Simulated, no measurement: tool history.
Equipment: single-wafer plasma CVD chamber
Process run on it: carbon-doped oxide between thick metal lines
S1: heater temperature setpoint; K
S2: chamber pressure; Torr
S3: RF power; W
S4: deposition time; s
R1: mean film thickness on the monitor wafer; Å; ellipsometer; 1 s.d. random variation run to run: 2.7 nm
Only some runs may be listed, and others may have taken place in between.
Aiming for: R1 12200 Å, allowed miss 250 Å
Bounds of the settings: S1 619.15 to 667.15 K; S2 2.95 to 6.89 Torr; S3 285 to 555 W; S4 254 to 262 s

run 1 day=0 | S1=643.15 S2=4.92 S3=420 S4=254 | R1=10603
run 2 day=0.275 | S1=635.15 S2=4.92 S3=420 S4=254 | R1=10811
run 3 day=0.454 | S1=629.15 S2=4.92 S3=420 S4=254 | R1=10968
run 4 day=0.683 | S1=629.15 S2=4.92 S3=365 S4=254 | R1=9813.9
run 5 day=0.983 | S1=628.15 S2=5.18 S3=395 S4=255 | R1=10589
run 6 day=1.354 | S1=624.15 S2=5.18 S3=395 S4=255 | R1=10742
-- day=1.633 capacitance manometer re-zeroed and calibrated
run 7 day=1.633 | S1=623.15 S2=5.44 S3=410 S4=255 | R1=11297
run 8 day=1.788 | S1=623.15 S2=5.72 S3=415 S4=255 | R1=11498
run 9 day=2.008 | S1=623.15 S2=5.94 S3=420 S4=255 | R1=11667
run 10 day=2.075 | S1=623.15 S2=6.09 S3=425 S4=255 | R1=11754
run 11 day=2.167 | S1=622.15 S2=6.17 S3=430 S4=255 | R1=11914

Which of these 4 next moves meets every target?
run A day=2.258 | S1=628.15 S2=6.03 S3=435 S4=262 | R1=?
run B day=2.258 | S1=625.15 S2=6.35 S3=460 S4=262 | R1=?
run C day=2.258 | S1=619.15 S2=5.52 S3=450 S4=262 | R1=?
run D day=2.258 | S1=628.15 S2=5.77 S3=475 S4=261 | R1=?

move=A R1=12165
move=B R1=12832
move=C R1=12603
move=D R1=12802
A: in spec on every target
B: the result that was furthest off in the last run now lies on the other side of its target
C: the result that was furthest off in the last run now lies on the other side of its target
D: the result that was furthest off in the last run now lies on the other side of its target
Correct choice: A, which meets every target

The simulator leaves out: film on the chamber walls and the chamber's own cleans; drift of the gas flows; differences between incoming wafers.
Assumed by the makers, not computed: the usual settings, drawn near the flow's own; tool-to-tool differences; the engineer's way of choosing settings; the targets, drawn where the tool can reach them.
